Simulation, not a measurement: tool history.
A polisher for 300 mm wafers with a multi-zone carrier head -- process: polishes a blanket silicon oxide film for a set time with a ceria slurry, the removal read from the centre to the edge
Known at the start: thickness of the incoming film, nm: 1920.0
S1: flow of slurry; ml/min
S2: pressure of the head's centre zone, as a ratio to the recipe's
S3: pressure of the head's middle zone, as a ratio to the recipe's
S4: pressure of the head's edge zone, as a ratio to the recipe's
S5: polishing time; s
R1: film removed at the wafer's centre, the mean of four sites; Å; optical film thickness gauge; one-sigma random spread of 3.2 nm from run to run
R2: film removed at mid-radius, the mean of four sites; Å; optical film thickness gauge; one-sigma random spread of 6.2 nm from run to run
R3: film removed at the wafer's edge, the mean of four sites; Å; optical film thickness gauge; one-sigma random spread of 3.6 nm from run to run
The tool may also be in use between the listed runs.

{"run": 1, "hour": 0.0, "S1": 205, "S2": 1.0, "S3": 1.0, "S4": 1.0, "S5": 64, "R1": 3644.6, "R2": 3618.2, "R3": 3510.6}
{"run": 2, "hour": 7.1, "S1": 205, "S2": 1.0, "S3": 1.06, "S4": 1.0, "S5": 64, "R1": 3656.4, "R2": 3841.4, "R3": 3561.1}
{"run": 3, "hour": 14.8, "S1": 205, "S2": 1.0, "S3": 1.02, "S4": 1.0, "S5": 64, "R1": 3620.0, "R2": 3633.0, "R3": 3587.1}
{"run": 4, "hour": 21.1, "S1": 215, "S2": 1.02, "S3": 1.02, "S4": 1.04, "S5": 67, "R1": 3951.8, "R2": 3853.5, "R3": 3831.9}
{"run": 5, "hour": 26.1, "S1": 225, "S2": 1.03, "S3": 1.02, "S4": 1.08, "S5": 69, "R1": 4108.1, "R2": 3958.5, "R3": 3988.6}
{"run": 6, "hour": 27.6, "S1": 225, "S2": 1.04, "S3": 1.01, "S4": 1.11, "S5": 71, "R1": 4280.4, "R2": 4042.6, "R3": 4150.4}
{"run": 7, "hour": 33.7, "S1": 235, "S2": 1.04, "S3": 1.0, "S4": 1.13, "S5": 73, "R1": 4434.0, "R2": 4250.3, "R3": 4349.4}
{"run": 8, "hour": 39.4, "S1": 240, "S2": 1.05, "S3": 0.98, "S4": 1.15, "S5": 74, "R1": 4611.9, "R2": 4163.3, "R3": 4496.9}

What does the tool deliver on the next run?
{"run": 9, "hour": 47.9, "S1": 250, "S2": 1.05, "S3": 0.98, "S4": 1.16, "S5": 74, "R1": "?", "R2": "?", "R3": "?"}

{"run 9": {"R1": 4553.6, "R2": 4135.7, "R3": 4565.1}}

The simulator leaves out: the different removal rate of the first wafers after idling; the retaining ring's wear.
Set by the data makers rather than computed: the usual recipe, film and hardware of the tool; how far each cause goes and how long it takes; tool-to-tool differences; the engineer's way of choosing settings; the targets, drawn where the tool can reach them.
